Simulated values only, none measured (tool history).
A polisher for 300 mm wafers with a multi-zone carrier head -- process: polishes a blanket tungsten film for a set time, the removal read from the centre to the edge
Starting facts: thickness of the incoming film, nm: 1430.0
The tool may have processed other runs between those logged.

run,hour,flow of slurry (ml/min),pressure of the head's centre zone,pressure of the head's middle zone,pressure of the head's edge zone,abrasive content of the slurry,polishing time (s),film removed at the wafer's centre (nm),film removed at mid-radius (nm),film removed at the wafer's edge (nm)
1,0.0,270,1.00,1.00,1.00,1.00,58,315.11,321.05,316.51
2,4.4,270,1.01,1.00,0.98,0.95,56,306.40,307.72,293.73
3,9.3,270,1.01,0.99,0.97,0.90,55,289.22,295.20,287.28
4,17.3,270,1.03,0.99,0.96,0.85,53,288.82,278.31,268.61
5,22.8,270,1.07,0.99,0.96,0.85,53,301.86,283.19,267.39
6,26.6,270,1.04,0.99,0.96,0.85,53,294.87,281.55,272.53
7,31.9,270,1.04,0.99,0.95,0.80,51,284.76,264.02,256.38
8,39.8,270,1.03,1.00,0.94,0.75,50,270.12,262.54,248.79
9,46.3,270,1.03,1.00,0.93,0.70,49,259.42,253.35,232.46
10,49.2,270,1.03,0.99,0.92,0.65,49,249.92,247.97,236.90
11,53.9,270,1.04,0.99,0.91,0.65,48,251.82,235.87,227.15
12,59.1,270,1.04,0.99,0.90,0.65,48,250.86,241.15,223.43
13,64.4,270,1.04,0.98,0.89,0.65,48,255.59,234.59,231.97
14,66.5,270,1.04,0.98,0.89,0.65,47,250.83,234.77,216.45
15,67.5,270,1.04,0.97,0.88,0.65,47,243.49,236.75,217.54
16,76.0,270,1.05,0.96,0.87,0.65,47,249.08,235.79,220.09
17,77.4,265,1.07,0.95,0.82,0.50,43,214.78,203.25,185.86
18,82.5,270,1.07,0.95,0.83,0.50,43,214.95,201.60,184.14

What does the tool deliver on the next run?
19,84.4,270,1.07,0.95,0.84,0.50,43,?,?,?

{"run 19": {"film removed at the wafer's centre (nm)": 219.0, "film removed at mid-radius (nm)": 203.53, "film removed at the wafer's edge (nm)": 187.63}}
